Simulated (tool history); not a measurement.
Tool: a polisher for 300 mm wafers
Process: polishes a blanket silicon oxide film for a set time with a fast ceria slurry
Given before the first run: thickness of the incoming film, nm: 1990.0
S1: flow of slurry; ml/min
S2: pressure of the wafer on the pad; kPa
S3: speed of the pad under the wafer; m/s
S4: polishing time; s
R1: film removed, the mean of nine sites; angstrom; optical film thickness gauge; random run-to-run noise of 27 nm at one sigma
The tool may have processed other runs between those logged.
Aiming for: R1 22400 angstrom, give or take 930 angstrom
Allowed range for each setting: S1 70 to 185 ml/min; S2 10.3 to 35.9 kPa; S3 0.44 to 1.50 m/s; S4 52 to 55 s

{"run": 1, "hour": 0.0, "S1": 120, "S2": 22.8, "S3": 0.96, "S4": 52, "R1": 10872}
{"run": 2, "hour": 4.8, "S1": 130, "S2": 22.8, "S3": 0.96, "S4": 52, "R1": 11119}
{"run": 3, "hour": 11.9, "S1": 135, "S2": 26.9, "S3": 0.98, "S4": 52, "R1": 13449}
{"run": 4, "hour": 16.9, "S1": 135, "S2": 26.9, "S3": 0.84, "S4": 52, "R1": 11535}
{"run": 5, "hour": 24.5, "S1": 150, "S2": 26.9, "S3": 0.84, "S4": 52, "R1": 11797}
{"run": 6, "hour": 27.4, "S1": 150, "S2": 29.6, "S3": 0.9, "S4": 52, "R1": 13717}
{"run": 7, "hour": 34.0, "S1": 150, "S2": 31.7, "S3": 0.98, "S4": 52, "R1": 16229}
{"run": 8, "hour": 40.9, "S1": 150, "S2": 33.1, "S3": 1.02, "S4": 52, "R1": 17264}
{"run": 9, "hour": 47.2, "S1": 150, "S2": 33.8, "S3": 1.06, "S4": 52, "R1": 18648}
{"run": 10, "hour": 54.6, "S1": 150, "S2": 34.5, "S3": 1.1, "S4": 52, "R1": 19814}
{"run": 11, "hour": 58.3, "S1": 150, "S2": 35.2, "S3": 1.12, "S4": 52, "R1": 20491}
{"run": 12, "hour": 62.1, "S1": 150, "S2": 35.2, "S3": 1.14, "S4": 52, "R1": 20298}
{"run": 13, "hour": 64.6, "S1": 150, "S2": 35.2, "S3": 1.16, "S4": 52, "R1": 21327}

Of the 5 settings listed for the next run, only one would bring every result within its allowed miss of target. Which one?
{"run": "A", "hour": 67.1, "S1": 140, "S2": 35.9, "S3": 1.06, "S4": 54, "R1": "?"}
{"run": "B", "hour": 67.1, "S1": 175, "S2": 32.4, "S3": 1.18, "S4": 52, "R1": "?"}
{"run": "C", "hour": 67.1, "S1": 145, "S2": 33.8, "S3": 1.2, "S4": 52, "R1": "?"}
{"run": "D", "hour": 67.1, "S1": 150, "S2": 34.5, "S3": 1.2, "S4": 54, "R1": "?"}
{"run": "E", "hour": 67.1, "S1": 155, "S2": 33.8, "S3": 1.14, "S4": 52, "R1": "?"}

move=A R1=19927
move=B R1=20004
move=C R1=20555
move=D R1=21899
move=E R1=19772
A: the biggest miss grows against the last run
B: the biggest miss grows against the last run
C: the biggest miss grows against the last run
D: all results land within tolerance of their targets
E: the biggest miss grows against the last run
Answer: D

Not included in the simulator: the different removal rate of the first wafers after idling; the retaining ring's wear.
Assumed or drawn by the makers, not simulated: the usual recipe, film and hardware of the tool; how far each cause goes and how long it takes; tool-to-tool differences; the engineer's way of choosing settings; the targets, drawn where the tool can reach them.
